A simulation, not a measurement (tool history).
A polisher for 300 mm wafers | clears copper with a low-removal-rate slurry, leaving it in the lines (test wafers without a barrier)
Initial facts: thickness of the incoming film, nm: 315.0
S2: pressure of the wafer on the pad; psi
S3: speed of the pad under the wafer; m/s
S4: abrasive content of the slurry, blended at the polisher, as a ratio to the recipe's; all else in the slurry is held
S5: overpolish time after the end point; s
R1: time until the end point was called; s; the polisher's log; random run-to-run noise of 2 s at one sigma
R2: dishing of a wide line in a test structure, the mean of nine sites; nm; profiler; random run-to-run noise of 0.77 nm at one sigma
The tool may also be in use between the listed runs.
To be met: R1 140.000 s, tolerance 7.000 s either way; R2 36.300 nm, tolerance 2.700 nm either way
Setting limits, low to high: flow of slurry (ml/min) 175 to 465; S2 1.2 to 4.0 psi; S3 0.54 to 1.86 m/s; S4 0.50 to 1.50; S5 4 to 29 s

Run 1, hour 0.0: flow of slurry (ml/min) 295, S2 2.6 psi, S3 1.18 m/s, S4 1.00, S5 15 s. Result: R1 104.270 s, R2 29.981 nm.
Run 2, hour 4.5: flow of slurry (ml/min) 295, S2 3.0 psi, S3 1.18 m/s, S4 1.00, S5 15 s. Result: R1 91.396 s, R2 32.730 nm.
Run 3, hour 9.2: flow of slurry (ml/min) 240, S2 3.0 psi, S3 1.18 m/s, S4 1.00, S5 15 s. Result: R1 91.566 s, R2 34.424 nm.
Run 4, hour 16.0: flow of slurry (ml/min) 240, S2 3.6 psi, S3 1.18 m/s, S4 1.00, S5 15 s. Result: R1 76.617 s, R2 38.665 nm.
Run 5, hour 19.1: flow of slurry (ml/min) 240, S2 3.3 psi, S3 1.16 m/s, S4 1.00, S5 16 s. Result: R1 87.347 s, R2 38.908 nm.
Run 6, hour 23.6: flow of slurry (ml/min) 240, S2 3.3 psi, S3 1.04 m/s, S4 1.00, S5 16 s. Result: R1 92.931 s, R2 35.438 nm.
Run 7, hour 26.7: flow of slurry (ml/min) 240, S2 3.1 psi, S3 1.04 m/s, S4 1.00, S5 17 s. Result: R1 98.476 s, R2 36.013 nm.
Run 8, hour 30.6: flow of slurry (ml/min) 240, S2 2.9 psi, S3 1.04 m/s, S4 1.00, S5 18 s. Result: R1 105.130 s, R2 34.973 nm.
Run 9, hour 32.4: flow of slurry (ml/min) 240, S2 2.7 psi, S3 1.04 m/s, S4 1.00, S5 19 s. Result: R1 114.770 s, R2 34.142 nm.
Run 10, hour 34.6: flow of slurry (ml/min) 240, S2 2.6 psi, S3 1.04 m/s, S4 1.00, S5 20 s. Result: R1 113.820 s, R2 35.060 nm.
Run 11, hour 38.3: flow of slurry (ml/min) 240, S2 2.6 psi, S3 1.04 m/s, S4 1.00, S5 20 s. Result: R1 114.730 s, R2 34.478 nm.
Run 12, hour 39.5: flow of slurry (ml/min) 240, S2 2.5 psi, S3 1.04 m/s, S4 1.00, S5 21 s. Result: R1 118.360 s, R2 33.489 nm.
Run 13, hour 43.3: flow of slurry (ml/min) 240, S2 2.4 psi, S3 1.02 m/s, S4 1.00, S5 22 s. Result: R1 127.190 s, R2 34.955 nm.

Pick the move, out of 4, that brings all results within their allowed miss; only one does.
Run A, hour 47.1: flow of slurry (ml/min) 270, S2 2.2 psi, S3 1.22 m/s, S4 1.00, S5 24 s. Result: R1 ?, R2 ?.
Run B, hour 47.1: flow of slurry (ml/min) 270, S2 2.4 psi, S3 1.30 m/s, S4 0.85, S5 17 s. Result: R1 ?, R2 ?.
Run C, hour 47.1: flow of slurry (ml/min) 210, S2 2.6 psi, S3 0.96 m/s, S4 1.05, S5 24 s. Result: R1 ?, R2 ?.
Run D, hour 47.1: flow of slurry (ml/min) 250, S2 2.4 psi, S3 0.92 m/s, S4 0.95, S5 26 s. Result: R1 ?, R2 ?.

move       R1      R2
   A  117.650  36.885
   B  105.610  31.025
   C  123.070  36.131
   D  138.090  34.995
A: misses by more than the last run did
B: misses by more than the last run did
C: misses by more than the last run did
D: all results in spec
D meets every target.
